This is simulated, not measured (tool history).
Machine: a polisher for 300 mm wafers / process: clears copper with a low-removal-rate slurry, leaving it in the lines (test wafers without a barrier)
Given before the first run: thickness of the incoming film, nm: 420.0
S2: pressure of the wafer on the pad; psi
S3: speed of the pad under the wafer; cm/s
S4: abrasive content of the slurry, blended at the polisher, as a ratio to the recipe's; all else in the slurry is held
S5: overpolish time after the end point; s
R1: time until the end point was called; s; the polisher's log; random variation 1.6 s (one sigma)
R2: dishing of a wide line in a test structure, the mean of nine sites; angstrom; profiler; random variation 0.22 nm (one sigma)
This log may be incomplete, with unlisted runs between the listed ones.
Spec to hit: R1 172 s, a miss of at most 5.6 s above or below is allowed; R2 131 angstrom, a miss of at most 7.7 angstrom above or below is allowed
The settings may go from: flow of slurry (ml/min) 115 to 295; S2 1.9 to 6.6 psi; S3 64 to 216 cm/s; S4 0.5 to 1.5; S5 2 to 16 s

Run 1, hour 0: flow of slurry (ml/min) 190, S2 4.2 psi, S3 140 cm/s, S4 1, S5 8 s. Result: R1 65.001 s, R2 329.64 angstrom.
Run 2, hour 3.9: flow of slurry (ml/min) 190, S2 4.2 psi, S3 140 cm/s, S4 0.85, S5 8 s. Result: R1 67.421 s, R2 327.23 angstrom.
Run 3, hour 5.6: flow of slurry (ml/min) 190, S2 4.2 psi, S3 118 cm/s, S4 0.85, S5 8 s. Result: R1 79.576 s, R2 284.41 angstrom.
Run 4, hour 6.7: flow of slurry (ml/min) 190, S2 4.8 psi, S3 118 cm/s, S4 0.85, S5 8 s. Result: R1 69.5 s, R2 318.71 angstrom.
Run 5, hour 13: flow of slurry (ml/min) 190, S2 4.8 psi, S3 118 cm/s, S4 0.85, S5 9 s. Result: R1 71.931 s, R2 362.83 angstrom.
Run 6, hour 16.9: flow of slurry (ml/min) 190, S2 4.5 psi, S3 114 cm/s, S4 0.85, S5 9 s. Result: R1 76.534 s, R2 318.34 angstrom.
Run 7, hour 21.3: flow of slurry (ml/min) 165, S2 3.3 psi, S3 76 cm/s, S4 0.8, S5 10 s. Result: R1 157.09 s, R2 194.84 angstrom.
Run 8, hour 28.6: flow of slurry (ml/min) 155, S2 3.1 psi, S3 76 cm/s, S4 0.8, S5 8 s. Result: R1 170.96 s, R2 150.86 angstrom.
Run 9, hour 36.9: flow of slurry (ml/min) 160, S2 3.1 psi, S3 76 cm/s, S4 0.8, S5 6 s. Result: R1 169.05 s, R2 116.58 angstrom.

Exactly one of the 5 candidate moves below puts every result within its allowed miss. Which one?
Run A, hour 45.2: flow of slurry (ml/min) 180, S2 3.3 psi, S3 64 cm/s, S4 1.05, S5 7 s. Result: R1 ?, R2 ?.
Run B, hour 45.2: flow of slurry (ml/min) 210, S2 3.4 psi, S3 82 cm/s, S4 0.5, S5 5 s. Result: R1 ?, R2 ?.
Run C, hour 45.2: flow of slurry (ml/min) 190, S2 3 psi, S3 84 cm/s, S4 0.7, S5 7 s. Result: R1 ?, R2 ?.
Run D, hour 45.2: flow of slurry (ml/min) 175, S2 2.7 psi, S3 90 cm/s, S4 0.75, S5 5 s. Result: R1 ?, R2 ?.
Run E, hour 45.2: flow of slurry (ml/min) 180, S2 3 psi, S3 76 cm/s, S4 0.8, S5 6 s. Result: R1 ?, R2 ?.

move      R1      R2
   A  172.39  131.86
   B  161.08  102.99
   C  162.35  139.03
   D  166.31  99.692
   E  172.95     114
A: all results land within tolerance of their targets
B: further off than the last run
C: pushes the last run's worst result past its target
D: further off than the last run
E: further off than the last run
Correct choice: A, which meets every target

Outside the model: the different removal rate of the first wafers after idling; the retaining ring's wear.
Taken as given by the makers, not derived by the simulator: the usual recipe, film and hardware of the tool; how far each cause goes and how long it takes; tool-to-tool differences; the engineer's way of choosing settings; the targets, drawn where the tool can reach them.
